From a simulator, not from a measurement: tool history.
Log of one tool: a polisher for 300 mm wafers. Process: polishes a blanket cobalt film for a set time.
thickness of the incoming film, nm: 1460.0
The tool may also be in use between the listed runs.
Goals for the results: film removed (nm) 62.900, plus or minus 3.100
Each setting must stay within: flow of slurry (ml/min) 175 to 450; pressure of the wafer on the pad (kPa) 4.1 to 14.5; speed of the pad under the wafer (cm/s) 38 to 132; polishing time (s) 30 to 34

| run | hour | flow of slurry (ml/min) | pressure of the wafer on the pad (kPa) | speed of the pad under the wafer (cm/s) | polishing time (s) | film removed (nm) |
|---|---|---|---|---|---|---|
| 1 | 0.0 | 290 | 9.0 | 84 | 34 | 116.150 |
| 2 | 2.3 | 290 | 7.6 | 82 | 34 | 94.195 |
| 3 | 8.8 | 290 | 6.9 | 82 | 34 | 86.451 |
| 4 | 16.0 | 320 | 6.9 | 82 | 34 | 87.341 |
| 5 | 18.9 | 320 | 6.9 | 94 | 34 | 96.523 |
| 6 | 23.5 | 320 | 6.9 | 94 | 30 | 85.166 |
| 7 | 25.7 | 320 | 4.1 | 92 | 30 | 50.386 |
| 8 | 32.8 | 320 | 4.8 | 92 | 30 | 59.742 |
| 9 | 34.4 | 320 | 5.5 | 92 | 30 | 67.005 |
| 10 | 41.7 | 315 | 4.8 | 92 | 30 | 59.397 |

Pick the move, out of 4, that brings all results within their allowed miss; only one does.
| A | 49.0 | 325 | 6.2 | 72 | 32 | ? |
| B | 49.0 | 290 | 5.5 | 82 | 30 | ? |
| C | 49.0 | 285 | 4.8 | 86 | 30 | ? |
| D | 49.0 | 335 | 4.1 | 88 | 32 | ? |

| move | film removed (nm) |
|---|---|
| A | 69.367 |
| B | 62.999 |
| C | 57.321 |
| D | 54.433 |
A: takes the biggest miss from the last run beyond its target
B: every result within its allowed miss
C: the biggest miss grows against the last run
D: the biggest miss grows against the last run
B is the move that brings every result within its allowed miss.

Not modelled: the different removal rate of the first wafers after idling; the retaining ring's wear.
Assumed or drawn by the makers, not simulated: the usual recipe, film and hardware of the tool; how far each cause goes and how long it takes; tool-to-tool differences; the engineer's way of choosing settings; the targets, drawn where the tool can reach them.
